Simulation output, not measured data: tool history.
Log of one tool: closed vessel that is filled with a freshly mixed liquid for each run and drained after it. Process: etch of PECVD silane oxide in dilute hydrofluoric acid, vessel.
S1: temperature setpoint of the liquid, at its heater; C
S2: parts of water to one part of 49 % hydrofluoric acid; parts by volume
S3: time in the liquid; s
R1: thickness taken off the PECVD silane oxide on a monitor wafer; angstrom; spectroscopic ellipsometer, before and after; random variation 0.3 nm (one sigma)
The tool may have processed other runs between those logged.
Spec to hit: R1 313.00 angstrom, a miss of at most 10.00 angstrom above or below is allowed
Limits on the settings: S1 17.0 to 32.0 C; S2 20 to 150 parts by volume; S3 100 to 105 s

Run 1, hour 0.0: S1 24.0 C, S2 85 parts by volume, S3 100 s. Result: R1 472.69 angstrom.
Run 2, hour 1.0: S1 25.5 C, S2 85 parts by volume, S3 100 s. Result: R1 502.54 angstrom.
Run 3, hour 4.6: S1 24.0 C, S2 90 parts by volume, S3 100 s. Result: R1 439.76 angstrom.
Run 4, hour 10.2: S1 24.0 C, S2 115 parts by volume, S3 100 s. Result: R1 336.19 angstrom.
Run 5, hour 13.2: S1 24.0 C, S2 100 parts by volume, S3 100 s. Result: R1 399.20 angstrom.
Run 6, hour 20.1: S1 24.0 C, S2 90 parts by volume, S3 100 s. Result: R1 449.72 angstrom.
Run 7, hour 23.3: S1 22.5 C, S2 95 parts by volume, S3 100 s. Result: R1 394.15 angstrom.
Run 8, hour 26.2: S1 18.5 C, S2 95 parts by volume, S3 100 s. Result: R1 334.37 angstrom.

4 next moves are on the table. One of them brings every result within its allowed miss. Which?
Run A, hour 29.1: S1 19.0 C, S2 90 parts by volume, S3 100 s. Result: R1 ?.
Run B, hour 29.1: S1 17.0 C, S2 95 parts by volume, S3 100 s. Result: R1 ?.
Run C, hour 29.1: S1 17.5 C, S2 85 parts by volume, S3 100 s. Result: R1 ?.
Run D, hour 29.1: S1 18.0 C, S2 95 parts by volume, S3 105 s. Result: R1 ?.

move      R1
   A  362.87
   B  314.84
   C  363.32
   D  344.49
A: lands further from the targets than the last run did
B: meets every target
C: lands further from the targets than the last run did
D: lands further from the targets than the last run did
Correct choice: B, which meets every target
